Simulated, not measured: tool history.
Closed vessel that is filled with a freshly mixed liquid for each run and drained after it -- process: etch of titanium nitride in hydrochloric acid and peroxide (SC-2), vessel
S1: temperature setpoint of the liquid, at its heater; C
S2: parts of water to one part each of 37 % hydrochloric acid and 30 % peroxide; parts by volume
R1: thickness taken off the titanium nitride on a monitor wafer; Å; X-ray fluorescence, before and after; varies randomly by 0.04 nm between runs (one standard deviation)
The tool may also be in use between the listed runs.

{"run": 1, "day": 0.0, "S1": 47.0, "S2": 9.5, "time in the liquid (s)": 310, "R1": 93.993}
{"run": 2, "day": 0.233, "S1": 52.0, "S2": 9.5, "time in the liquid (s)": 310, "R1": 130.45}
{"run": 3, "day": 0.396, "S1": 52.0, "S2": 9.5, "time in the liquid (s)": 310, "R1": 130.89}
{"run": 4, "day": 0.767, "S1": 50.0, "S2": 9.5, "time in the liquid (s)": 310, "R1": 114.54}
{"run": 5, "day": 1.054, "S1": 50.0, "S2": 9.5, "time in the liquid (s)": 235, "R1": 87.343}
{"run": 6, "day": 1.138, "S1": 49.0, "S2": 9.5, "time in the liquid (s)": 235, "R1": 81.361}
{"run": 7, "day": 1.446, "S1": 48.0, "S2": 9.5, "time in the liquid (s)": 235, "R1": 75.581}
{"run": 8, "day": 1.596, "S1": 47.0, "S2": 9.5, "time in the liquid (s)": 235, "R1": 70.054}
{"run": 9, "day": 1.946, "S1": 46.5, "S2": 9.5, "time in the liquid (s)": 235, "R1": 68.723}

Forecast run 10:
{"run": 10, "day": 2.033, "S1": 46.0, "S2": 9.5, "time in the liquid (s)": 235, "R1": "?"}

{"run 10": {"R1": 66.176}}

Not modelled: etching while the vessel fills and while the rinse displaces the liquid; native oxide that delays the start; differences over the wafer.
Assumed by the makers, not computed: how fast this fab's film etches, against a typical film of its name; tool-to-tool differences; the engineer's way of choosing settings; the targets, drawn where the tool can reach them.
